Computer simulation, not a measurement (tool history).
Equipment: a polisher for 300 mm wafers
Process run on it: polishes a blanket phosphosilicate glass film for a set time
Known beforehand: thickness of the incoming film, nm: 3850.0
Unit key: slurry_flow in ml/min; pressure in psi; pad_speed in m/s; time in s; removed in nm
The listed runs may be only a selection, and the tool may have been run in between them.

Run 1, hour 0.0: slurry_flow 160 ml/min, pressure 3.8 psi, pad_speed 0.78 m/s, slurry_solids 1.0, time 72 s. Result: removed 716.23 nm.
Run 2, hour 0.8: slurry_flow 155 ml/min, pressure 3.2 psi, pad_speed 0.72 m/s, slurry_solids 1.0, time 72 s. Result: removed 590.12 nm.
Run 3, hour 9.7: slurry_flow 150 ml/min, pressure 2.7 psi, pad_speed 0.64 m/s, slurry_solids 1.0, time 72 s. Result: removed 484.04 nm.
Run 4, hour 13.8: slurry_flow 115 ml/min, pressure 2.7 psi, pad_speed 0.64 m/s, slurry_solids 1.0, time 72 s. Result: removed 470.95 nm.
Run 5, hour 16.3: slurry_flow 115 ml/min, pressure 2.7 psi, pad_speed 0.64 m/s, slurry_solids 0.9, time 72 s. Result: removed 438.64 nm.
Run 6, hour 22.0: slurry_flow 115 ml/min, pressure 2.4 psi, pad_speed 0.62 m/s, slurry_solids 0.9, time 72 s. Result: removed 395.23 nm.
Run 7, hour 25.0: slurry_flow 115 ml/min, pressure 2.2 psi, pad_speed 0.62 m/s, slurry_solids 0.9, time 72 s. Result: removed 380.41 nm.

What does the tool deliver on the next run?
Run 8, hour 25.6: slurry_flow 110 ml/min, pressure 1.7 psi, pad_speed 0.56 m/s, slurry_solids 0.9, time 72 s. Result: removed ?.

{"run 8": {"removed": 304.97}}
